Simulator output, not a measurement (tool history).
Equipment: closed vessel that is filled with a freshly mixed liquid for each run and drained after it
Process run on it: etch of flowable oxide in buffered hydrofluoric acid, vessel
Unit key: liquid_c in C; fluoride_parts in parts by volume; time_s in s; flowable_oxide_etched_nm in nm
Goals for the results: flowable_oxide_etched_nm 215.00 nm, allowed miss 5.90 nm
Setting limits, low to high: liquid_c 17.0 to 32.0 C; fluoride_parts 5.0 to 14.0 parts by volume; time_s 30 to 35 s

run,day,liquid_c,fluoride_parts,time_s,flowable_oxide_etched_nm
1,0.000,24.0,8.5,35,107.36
2,0.117,24.0,8.5,35,108.52
3,0.196,26.0,8.0,35,128.51
4,0.275,27.5,7.5,35,148.96
5,0.358,27.5,6.5,35,172.16
6,0.717,27.5,8.0,35,139.66
7,0.767,28.5,7.5,35,157.34
8,0.996,29.5,7.0,35,178.72

Pick the move, out of 5, that brings all results within their allowed miss; only one does.
A,1.225,24.5,5.5,30,?
B,1.225,31.5,7.5,30,?
C,1.225,26.5,6.0,30,?
D,1.225,29.0,5.5,35,?
E,1.225,30.5,7.5,30,?

move,flowable_oxide_etched_nm
A,144.46
B,158.02
C,149.46
D,214.32
E,150.01
A: further off than the last run
B: further off than the last run
C: further off than the last run
D: hits every target within its allowed miss
E: further off than the last run
The move that meets every target is D.
